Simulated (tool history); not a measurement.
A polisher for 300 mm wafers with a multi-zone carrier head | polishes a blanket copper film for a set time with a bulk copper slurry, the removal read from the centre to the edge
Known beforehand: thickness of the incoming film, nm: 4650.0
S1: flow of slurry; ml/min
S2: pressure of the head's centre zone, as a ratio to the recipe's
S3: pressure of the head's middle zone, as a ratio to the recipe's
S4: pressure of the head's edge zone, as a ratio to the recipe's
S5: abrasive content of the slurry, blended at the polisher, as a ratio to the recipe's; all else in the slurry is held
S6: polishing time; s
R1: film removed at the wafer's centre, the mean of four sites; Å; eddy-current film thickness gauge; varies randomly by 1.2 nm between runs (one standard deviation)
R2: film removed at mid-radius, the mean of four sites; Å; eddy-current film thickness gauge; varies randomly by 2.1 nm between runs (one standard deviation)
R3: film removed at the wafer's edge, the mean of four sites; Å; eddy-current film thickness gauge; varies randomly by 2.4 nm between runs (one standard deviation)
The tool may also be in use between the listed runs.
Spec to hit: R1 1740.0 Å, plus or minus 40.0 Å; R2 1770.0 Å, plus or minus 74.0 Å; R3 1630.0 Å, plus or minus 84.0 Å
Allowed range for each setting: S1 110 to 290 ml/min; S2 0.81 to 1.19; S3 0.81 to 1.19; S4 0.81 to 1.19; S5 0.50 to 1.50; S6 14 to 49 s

Run 1, hour 0.0: S1 185 ml/min, S2 1.00, S3 1.00, S4 1.00, S5 1.00, S6 31 s. Result: R1 2071.6 Å, R2 2023.7 Å, R3 1976.8 Å.
Run 2, hour 0.8: S1 175 ml/min, S2 0.98, S3 0.99, S4 0.95, S5 0.90, S6 31 s. Result: R1 1941.3 Å, R2 1960.5 Å, R3 1875.0 Å.
Run 3, hour 5.9: S1 205 ml/min, S2 0.98, S3 0.99, S4 0.95, S5 0.90, S6 31 s. Result: R1 1989.4 Å, R2 1987.8 Å, R3 1962.1 Å.
Run 4, hour 13.2: S1 205 ml/min, S2 0.92, S3 0.99, S4 0.95, S5 0.90, S6 31 s. Result: R1 1851.9 Å, R2 2024.0 Å, R3 1978.2 Å.
Run 5, hour 17.3: S1 185 ml/min, S2 0.93, S3 0.98, S4 0.91, S5 0.85, S6 31 s. Result: R1 1845.3 Å, R2 1930.8 Å, R3 1840.3 Å.
Run 6, hour 24.4: S1 170 ml/min, S2 0.93, S3 0.97, S4 0.89, S5 0.85, S6 31 s. Result: R1 1830.4 Å, R2 1891.2 Å, R3 1869.2 Å.
Run 7, hour 26.2: S1 160 ml/min, S2 0.94, S3 0.98, S4 0.88, S5 0.75, S6 31 s. Result: R1 1739.9 Å, R2 1846.3 Å, R3 1710.2 Å.
Run 8, hour 33.9: S1 155 ml/min, S2 0.95, S3 0.98, S4 0.87, S5 0.75, S6 31 s. Result: R1 1752.0 Å, R2 1813.8 Å, R3 1708.3 Å.

Next run, 5 choices. One meets every target within its allowed miss, the rest don't. Which?
Run A, hour 41.6: S1 125 ml/min, S2 1.03, S3 1.10, S4 0.81, S5 0.60, S6 32 s. Result: R1 ?, R2 ?, R3 ?.
Run B, hour 41.6: S1 155 ml/min, S2 1.00, S3 1.02, S4 0.88, S5 0.85, S6 28 s. Result: R1 ?, R2 ?, R3 ?.
Run C, hour 41.6: S1 160 ml/min, S2 1.00, S3 1.13, S4 0.90, S5 0.60, S6 31 s. Result: R1 ?, R2 ?, R3 ?.
Run D, hour 41.6: S1 175 ml/min, S2 0.88, S3 0.87, S4 0.88, S5 0.85, S6 32 s. Result: R1 ?, R2 ?, R3 ?.
Run E, hour 41.6: S1 110 ml/min, S2 1.02, S3 1.09, S4 0.81, S5 0.65, S6 32 s. Result: R1 ?, R2 ?, R3 ?.

move      R1      R2      R3
   A  1786.7  1892.1  1562.0
   B  1721.1  1755.2  1591.1
   C  1746.8  1941.6  1625.1
   D  1758.1  1785.3  1843.1
   E  1768.9  1882.0  1574.8
A: brings the last run's worst result on target, with another outside its allowed miss
B: every result within its allowed miss
C: brings the last run's worst result on target, with another outside its allowed miss
D: its largest miss is bigger than the last run's
E: brings the last run's worst result on target, with another outside its allowed miss
B is the move that brings every result within its allowed miss.

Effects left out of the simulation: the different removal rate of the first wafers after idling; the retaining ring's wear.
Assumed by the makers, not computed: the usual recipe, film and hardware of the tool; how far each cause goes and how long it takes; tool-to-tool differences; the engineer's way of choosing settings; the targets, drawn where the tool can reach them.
